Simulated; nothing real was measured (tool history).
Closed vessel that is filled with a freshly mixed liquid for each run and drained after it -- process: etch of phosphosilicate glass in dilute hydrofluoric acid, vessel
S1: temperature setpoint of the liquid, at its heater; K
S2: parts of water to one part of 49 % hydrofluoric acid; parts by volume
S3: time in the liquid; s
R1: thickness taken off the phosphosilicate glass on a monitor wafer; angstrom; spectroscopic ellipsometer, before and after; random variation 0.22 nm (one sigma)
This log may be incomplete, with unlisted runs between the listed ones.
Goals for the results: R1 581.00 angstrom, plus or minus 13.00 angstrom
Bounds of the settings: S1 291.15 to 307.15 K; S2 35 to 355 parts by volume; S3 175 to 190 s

run    day      S1   S2   S3       R1
  1  0.000  299.15  195  175   920.79
  2  0.275  297.65  195  175   866.14
  3  0.550  297.65  145  175  1232.20
  4  0.629  300.15  145  175  1357.60
  5  0.996  298.15  160  175  1123.80
     1.183  -- thermometer replaced
  6  1.183  298.15  160  190  1143.40
  7  1.404  296.65  170  190  1006.00
  8  1.750  295.65  180  190   903.11
  9  1.958  294.65  185  190   840.87
 10  2.075  294.15  190  190   804.53
 11  2.162  293.65  195  190   761.56
 12  2.221  293.15  200  190   729.66

Which single option among these 4 for the next run brings every result within its allowed miss of target? Just one does.
  A  2.279  291.15  225  190   ?
  B  2.279  293.65  235  175   ?
  C  2.279  291.15  215  190   ?
  D  2.279  291.15  210  180   ?

move      R1
   A  580.74
   B  558.31
   C  613.36
   D  597.67
A: all results land within tolerance of their targets
B: takes the biggest miss from the last run beyond its target
C: gains on the last run, yet a result remains outside its allowed miss
D: gains on the last run, yet a result remains outside its allowed miss
The move that meets every target is A.
